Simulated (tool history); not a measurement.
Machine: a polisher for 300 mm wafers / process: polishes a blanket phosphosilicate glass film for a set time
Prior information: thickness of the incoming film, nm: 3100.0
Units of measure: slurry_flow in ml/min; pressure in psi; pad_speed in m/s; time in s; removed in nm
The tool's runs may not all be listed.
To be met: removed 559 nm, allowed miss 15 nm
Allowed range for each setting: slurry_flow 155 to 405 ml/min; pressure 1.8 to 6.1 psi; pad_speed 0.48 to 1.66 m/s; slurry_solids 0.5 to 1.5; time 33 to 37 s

run    day  slurry_flow  pressure  pad_speed  slurry_solids  time  removed
  1      0          260       3.9       1.06              1    37    348.5
  2  0.267          260       3.9       1.06              1    33   310.88
  3  0.454          205       3.9       1.06              1    33   304.72
  4  0.596          215       4.2       1.06              1    33   329.48
  5  0.742          185       4.2       1.06              1    33   324.67
  6  0.846          195       4.4       1.06              1    33   339.96
  7  0.908          205       4.6       1.06              1    33   359.29
  8  1.042          215       4.8       1.06              1    33   373.23
  9  1.104          220         5       1.08              1    33    389.7
 10  1.262          220         5       1.08              1    33   392.72
 11  1.329          225       5.1        1.1              1    33   407.62
     1.467  -- head pressure recalibrated
 12  1.467          225       5.2       1.12              1    33   479.08

Below are 5 possible settings for the next run. Only one of them brings all results inside the allowed miss of their targets. Which is it?
  A  1.604          260       6.1       1.18           0.95    33        ?
  B  1.604          230       5.9          1           1.05    34        ?
  C  1.604          200       4.9       1.16            0.8    34        ?
  D  1.604          280       4.5       1.16            1.1    37        ?
  E  1.604          210       4.7       1.02            1.3    37        ?

move  removed
   A   560.53
   B   530.15
   C   393.88
   D   509.52
   E   519.91
A: each result inside its tolerance
B: gains on the last run, yet a result remains outside its allowed miss
C: moves away from the targets compared with the last run
D: gains on the last run, yet a result remains outside its allowed miss
E: gains on the last run, yet a result remains outside its allowed miss
So the answer is move A, the one that meets all the targets.

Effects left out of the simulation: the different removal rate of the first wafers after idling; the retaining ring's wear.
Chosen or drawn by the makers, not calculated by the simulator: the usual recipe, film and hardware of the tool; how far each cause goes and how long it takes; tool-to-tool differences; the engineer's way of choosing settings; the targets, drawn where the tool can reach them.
